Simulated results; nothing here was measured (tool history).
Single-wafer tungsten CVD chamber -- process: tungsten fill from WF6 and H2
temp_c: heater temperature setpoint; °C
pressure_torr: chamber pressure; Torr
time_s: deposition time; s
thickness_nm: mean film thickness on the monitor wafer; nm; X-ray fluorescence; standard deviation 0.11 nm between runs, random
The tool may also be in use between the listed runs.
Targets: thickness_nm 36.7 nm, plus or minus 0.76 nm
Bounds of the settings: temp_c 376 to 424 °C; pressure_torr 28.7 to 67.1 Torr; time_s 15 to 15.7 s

run	hour	temp_c	pressure_torr	time_s	thickness_nm
1	0	400	47.9	15.7	56.152
2	8.2	395	47.9	15.7	51.207
3	15.2	395	51	15.7	53.165
4	17.4	391	50.2	15.7	48.894
5	22.2	391	50.2	15	46.357
6	28.4	383	50.2	15	40.076
7	34.1	377	49.9	15	34.96
8	42.7	378	49.9	15	35.944

Below are 4 possible settings for the next run. Only one of them brings all results inside the allowed miss of their targets. Which is it?
A	51.3	376	50	15	?
B	51.3	377	54	15.2	?
C	51.3	384	34.6	15.7	?
D	51.3	382	38.8	15	?

move	thickness_nm
A	34.465
B	37.02
C	35.03
D	34.19
A: further off than the last run
B: meets every target
C: further off than the last run
D: further off than the last run
So the answer is move B, the one that meets all the targets.

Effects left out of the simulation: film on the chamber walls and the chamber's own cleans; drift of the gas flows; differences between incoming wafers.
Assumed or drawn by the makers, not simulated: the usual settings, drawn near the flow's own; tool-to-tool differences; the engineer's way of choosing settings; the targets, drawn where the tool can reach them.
